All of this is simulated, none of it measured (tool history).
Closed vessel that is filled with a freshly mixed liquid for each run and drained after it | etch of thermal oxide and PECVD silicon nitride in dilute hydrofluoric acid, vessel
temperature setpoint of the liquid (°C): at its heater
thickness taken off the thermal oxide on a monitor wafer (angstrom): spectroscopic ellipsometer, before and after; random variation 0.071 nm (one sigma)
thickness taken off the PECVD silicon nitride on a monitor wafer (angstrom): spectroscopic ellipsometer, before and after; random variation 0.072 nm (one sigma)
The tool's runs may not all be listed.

run,hour,temperature setpoint of the liquid (°C),parts of water to one part of 49 % hydrofluoric acid (parts by volume),time in the liquid (s),thickness taken off the thermal oxide on a monitor wafer (angstrom),thickness taken off the PECVD silicon nitride on a monitor wafer (angstrom)
1,0,25,60,255,215.96,223.58
2,6.8,25.5,65,260,206.63,217.37
3,11.6,25.5,65,300,236.25,248.96
4,17.6,25.5,65,390,307.44,327.93
5,19.2,25.5,75,390,263.59,285.31
6,23.8,25.5,85,390,229.86,249.36
7,29.7,25.5,90,380,208.37,230.53
8,37.8,25.5,95,375,196.18,215.68
9,39.7,25.5,100,365,179.4,200.25
10,48.2,25.5,100,355,174.82,195.01
11,55.7,25.5,100,345,169.84,186.91
12,58.5,25.5,100,335,164.68,181.97

Run 13 comes next. What will it give?
13,65.8,25.5,100,330,?,?

thickness taken off the thermal oxide on a monitor wafer (angstrom): 161.93
thickness taken off the PECVD silicon nitride on a monitor wafer (angstrom): 181.05
